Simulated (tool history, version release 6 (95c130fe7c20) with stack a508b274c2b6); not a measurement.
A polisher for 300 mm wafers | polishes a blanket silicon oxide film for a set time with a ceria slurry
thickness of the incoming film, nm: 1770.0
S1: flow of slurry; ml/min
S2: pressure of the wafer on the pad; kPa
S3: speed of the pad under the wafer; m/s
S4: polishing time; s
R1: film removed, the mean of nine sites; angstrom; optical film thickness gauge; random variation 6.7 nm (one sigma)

run,day,S1,S2,S3,S4,R1
1,0,145,28.3,1.42,107,9325.7
2,0.317,140,27.6,1.42,107,9070.2
3,0.388,140,26.9,1.42,107,9067.4
4,0.617,140,26.9,1.42,107,9045.7
5,0.812,140,26.2,1.42,107,8601
6,1.133,140,29,1.42,107,9660.7
7,1.379,140,28.3,1.42,107,9313.3
8,1.529,140,27.6,1.42,107,9075.1

Run 9 comes next. What will it give?
9,1.75,120,21.4,1.4,107,?

{"run 9": {"R1": 7041.3}}
